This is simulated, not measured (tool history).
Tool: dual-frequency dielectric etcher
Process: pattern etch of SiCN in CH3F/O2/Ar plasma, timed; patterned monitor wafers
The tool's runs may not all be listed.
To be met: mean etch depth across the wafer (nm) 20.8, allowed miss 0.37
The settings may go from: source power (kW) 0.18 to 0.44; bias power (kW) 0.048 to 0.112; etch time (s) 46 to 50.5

run	day	source power (kW)	bias power (kW)	etch time (s)	mean etch depth across the wafer (nm)
1	0	0.31	0.08	50.5	18.062
2	0.062	0.33	0.081	50.5	18.448
3	0.088	0.35	0.082	50.5	18.856
4	0.392	0.36	0.083	50.5	19.12
5	0.458	0.37	0.084	50.5	19.366
6	0.617	0.33	0.084	50.5	18.655
7	0.988	0.35	0.085	50.5	19.047
8	1.158	0.41	0.09	50.5	20.323

Which of these 4 next moves meets every target?
A	1.329	0.42	0.093	49	?
B	1.329	0.4	0.097	48	?
C	1.329	0.41	0.111	49.5	?
D	1.329	0.41	0.111	48.5	?

move	mean etch depth across the wafer (nm)
A	20.029
B	19.6
C	21.298
D	20.868
A: further off than the last run
B: further off than the last run
C: takes the result that was furthest off past its target
D: meets every target
Move D is the one to make.
